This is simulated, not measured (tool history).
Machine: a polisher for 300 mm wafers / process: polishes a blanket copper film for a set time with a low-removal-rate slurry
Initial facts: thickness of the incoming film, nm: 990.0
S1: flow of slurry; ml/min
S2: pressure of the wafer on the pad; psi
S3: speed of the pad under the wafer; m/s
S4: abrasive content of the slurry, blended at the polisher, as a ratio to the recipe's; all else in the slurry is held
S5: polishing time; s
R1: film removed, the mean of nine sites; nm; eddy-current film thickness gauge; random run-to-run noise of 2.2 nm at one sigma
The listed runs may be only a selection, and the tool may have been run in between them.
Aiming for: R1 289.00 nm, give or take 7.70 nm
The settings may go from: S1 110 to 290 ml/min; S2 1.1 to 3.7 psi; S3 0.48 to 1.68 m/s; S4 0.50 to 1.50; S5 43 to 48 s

Run 1, hour 0.0: S1 185 ml/min, S2 2.4 psi, S3 1.08 m/s, S4 1.00, S5 48 s. Result: R1 152.84 nm.
Run 2, hour 0.7: S1 185 ml/min, S2 2.4 psi, S3 0.92 m/s, S4 1.00, S5 48 s. Result: R1 130.38 nm.
Run 3, hour 4.3: S1 155 ml/min, S2 2.4 psi, S3 0.92 m/s, S4 1.00, S5 48 s. Result: R1 127.33 nm.
Run 4, hour 10.5: S1 165 ml/min, S2 2.7 psi, S3 0.98 m/s, S4 1.00, S5 48 s. Result: R1 154.59 nm.
Run 5, hour 12.8: S1 175 ml/min, S2 3.0 psi, S3 1.02 m/s, S4 1.00, S5 48 s. Result: R1 179.33 nm.
Run 6, hour 16.3: S1 180 ml/min, S2 3.2 psi, S3 1.08 m/s, S4 1.00, S5 48 s. Result: R1 199.09 nm.
Run 7, hour 22.5: S1 180 ml/min, S2 3.3 psi, S3 1.14 m/s, S4 1.00, S5 48 s. Result: R1 217.50 nm.
Run 8, hour 26.6: S1 185 ml/min, S2 3.4 psi, S3 1.18 m/s, S4 1.00, S5 48 s. Result: R1 236.80 nm.
Run 9, hour 28.8: S1 225 ml/min, S2 3.7 psi, S3 1.24 m/s, S4 1.00, S5 48 s. Result: R1 274.55 nm.

Below are 4 possible settings for the next run. Only one of them brings all results inside the allowed miss of their targets. Which is it?
Run A, hour 31.0: S1 205 ml/min, S2 3.7 psi, S3 1.30 m/s, S4 0.90, S5 43 s. Result: R1 ?.
Run B, hour 31.0: S1 235 ml/min, S2 3.5 psi, S3 1.34 m/s, S4 0.95, S5 44 s. Result: R1 ?.
Run C, hour 31.0: S1 250 ml/min, S2 3.7 psi, S3 1.26 m/s, S4 1.05, S5 48 s. Result: R1 ?.
Run D, hour 31.0: S1 245 ml/min, S2 3.5 psi, S3 1.26 m/s, S4 0.95, S5 45 s. Result: R1 ?.

move      R1
   A  252.29
   B  257.97
   C  285.49
   D  249.66
A: lands further from the targets than the last run did
B: lands further from the targets than the last run did
C: meets every target
D: lands further from the targets than the last run did
C meets every target.
